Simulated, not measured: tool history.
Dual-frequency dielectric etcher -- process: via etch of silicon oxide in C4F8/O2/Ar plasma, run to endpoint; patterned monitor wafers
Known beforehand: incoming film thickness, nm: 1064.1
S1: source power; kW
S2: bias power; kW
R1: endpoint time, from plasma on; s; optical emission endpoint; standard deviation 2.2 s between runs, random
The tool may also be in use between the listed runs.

run  hour     S1     S2      R1
  1   0.0  1.590  1.722  223.59
  2   1.7  1.490  1.678  236.43
  3   3.0  1.490  1.958  223.25
  4   6.8  1.490  1.777  229.81
  5  10.4  1.420  1.753  239.50
  6  16.5  1.420  1.886  230.08
  7  23.5  1.350  1.865  238.05
  8  29.0  1.300  1.851  244.85
  9  33.0  1.300  1.851  244.36
 10  36.3  1.270  1.842  247.98

Forecast run 11:
 11  40.7  1.240  1.835   ?

Run 11 measured R1 248.89 s.

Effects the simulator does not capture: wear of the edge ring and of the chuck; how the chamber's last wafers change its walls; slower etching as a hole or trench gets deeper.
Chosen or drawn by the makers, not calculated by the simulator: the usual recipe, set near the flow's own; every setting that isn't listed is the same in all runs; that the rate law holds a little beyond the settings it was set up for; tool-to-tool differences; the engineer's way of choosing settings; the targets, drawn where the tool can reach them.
